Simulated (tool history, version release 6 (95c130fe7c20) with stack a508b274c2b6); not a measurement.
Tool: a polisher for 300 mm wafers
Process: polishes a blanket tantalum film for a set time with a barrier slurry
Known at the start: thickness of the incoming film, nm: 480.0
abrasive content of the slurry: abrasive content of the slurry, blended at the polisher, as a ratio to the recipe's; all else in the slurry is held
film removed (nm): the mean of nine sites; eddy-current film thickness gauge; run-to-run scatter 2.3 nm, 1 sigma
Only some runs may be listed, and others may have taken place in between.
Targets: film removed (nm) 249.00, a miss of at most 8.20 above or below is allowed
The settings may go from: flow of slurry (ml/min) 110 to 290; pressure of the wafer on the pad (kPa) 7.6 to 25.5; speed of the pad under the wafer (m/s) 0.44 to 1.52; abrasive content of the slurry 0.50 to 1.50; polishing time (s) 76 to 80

run	hour	flow of slurry (ml/min)	pressure of the wafer on the pad (kPa)	speed of the pad under the wafer (m/s)	abrasive content of the slurry	polishing time (s)	film removed (nm)
1	0.0	185	16.5	0.98	1.00	76	166.06
2	4.6	185	17.2	0.98	1.00	76	174.15
3	7.4	185	17.9	0.98	1.00	76	182.85
4	15.8	185	17.9	1.10	1.00	76	201.63
5	16.8	185	17.9	1.10	1.20	76	211.95
6	25.7	185	17.9	0.88	1.20	76	169.50
7	31.6	185	18.6	0.88	1.20	76	177.82
8	32.3	185	19.3	0.88	1.20	76	182.16
9	37.8	185	20.0	0.88	1.20	76	189.46
10	41.3	185	20.0	0.88	1.20	76	189.36
11	45.0	185	20.7	0.88	1.20	76	193.47
12	50.0	185	21.4	0.88	1.20	76	197.99
13	54.5	185	22.1	0.88	1.20	76	207.10

Pick the move, out of 4, that brings all results within their allowed miss; only one does.
A	59.0	215	22.8	0.92	1.40	80	?
B	59.0	180	19.3	0.72	1.40	76	?
C	59.0	170	20.7	0.76	1.15	76	?
D	59.0	215	24.8	0.96	1.50	76	?

move	film removed (nm)
A	247.50
B	154.54
C	166.19
D	269.99
A: every result within its allowed miss
B: lands further from the targets than the last run did
C: lands further from the targets than the last run did
D: the result that was furthest off in the last run now lies on the other side of its target
So the answer is move A, the one that meets all the targets.

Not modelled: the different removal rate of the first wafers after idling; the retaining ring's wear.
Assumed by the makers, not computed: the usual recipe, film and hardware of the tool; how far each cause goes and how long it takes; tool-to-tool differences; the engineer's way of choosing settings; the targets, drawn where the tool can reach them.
